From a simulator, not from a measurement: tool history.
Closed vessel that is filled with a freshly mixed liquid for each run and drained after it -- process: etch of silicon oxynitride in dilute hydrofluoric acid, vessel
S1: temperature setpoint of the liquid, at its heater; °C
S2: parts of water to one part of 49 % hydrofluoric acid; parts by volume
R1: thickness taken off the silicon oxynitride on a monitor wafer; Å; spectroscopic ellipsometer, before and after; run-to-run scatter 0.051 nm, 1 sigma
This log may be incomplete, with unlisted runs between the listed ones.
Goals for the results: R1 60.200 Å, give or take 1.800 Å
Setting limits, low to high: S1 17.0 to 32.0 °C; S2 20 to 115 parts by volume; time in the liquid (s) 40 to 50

Run 1, hour 0.0: S1 24.0 °C, S2 65 parts by volume, time in the liquid (s) 50. Result: R1 32.606 Å.
Run 2, hour 6.9: S1 24.0 °C, S2 45 parts by volume, time in the liquid (s) 50. Result: R1 47.178 Å.
Run 3, hour 15.6: S1 20.5 °C, S2 45 parts by volume, time in the liquid (s) 50. Result: R1 39.932 Å.
Run 4, hour 17.3: S1 21.5 °C, S2 45 parts by volume, time in the liquid (s) 50. Result: R1 41.932 Å.
Run 5, hour 20.8: S1 22.5 °C, S2 45 parts by volume, time in the liquid (s) 50. Result: R1 43.813 Å.
Run 6, hour 23.8: S1 23.0 °C, S2 45 parts by volume, time in the liquid (s) 50. Result: R1 44.660 Å.
Run 7, hour 30.9: S1 23.0 °C, S2 45 parts by volume, time in the liquid (s) 50. Result: R1 45.487 Å.
Run 8, hour 39.0: S1 23.5 °C, S2 45 parts by volume, time in the liquid (s) 50. Result: R1 46.368 Å.
At hour 47.2: hydrofluoric acid flow meter replaced.
Run 9, hour 47.2: S1 24.0 °C, S2 45 parts by volume, time in the liquid (s) 50. Result: R1 43.978 Å.
Run 10, hour 55.1: S1 28.0 °C, S2 30 parts by volume, time in the liquid (s) 50. Result: R1 81.282 Å.
Run 11, hour 61.8: S1 27.5 °C, S2 30 parts by volume, time in the liquid (s) 50. Result: R1 79.676 Å.
Run 12, hour 67.1: S1 23.5 °C, S2 30 parts by volume, time in the liquid (s) 50. Result: R1 64.762 Å.
Run 13, hour 70.5: S1 22.5 °C, S2 30 parts by volume, time in the liquid (s) 50. Result: R1 62.765 Å.

4 next moves are on the table. One of them brings every result within its allowed miss. Which?
Run A, hour 73.9: S1 25.0 °C, S2 35 parts by volume, time in the liquid (s) 50. Result: R1 ?.
Run B, hour 73.9: S1 24.0 °C, S2 30 parts by volume, time in the liquid (s) 50. Result: R1 ?.
Run C, hour 73.9: S1 18.5 °C, S2 20 parts by volume, time in the liquid (s) 45. Result: R1 ?.
Run D, hour 73.9: S1 26.5 °C, S2 35 parts by volume, time in the liquid (s) 50. Result: R1 ?.

move      R1
   A  60.057
   B  66.934
   C  68.648
   D  64.605
A: meets every target
B: lands further from the targets than the last run did
C: lands further from the targets than the last run did
D: lands further from the targets than the last run did
The right move is A.

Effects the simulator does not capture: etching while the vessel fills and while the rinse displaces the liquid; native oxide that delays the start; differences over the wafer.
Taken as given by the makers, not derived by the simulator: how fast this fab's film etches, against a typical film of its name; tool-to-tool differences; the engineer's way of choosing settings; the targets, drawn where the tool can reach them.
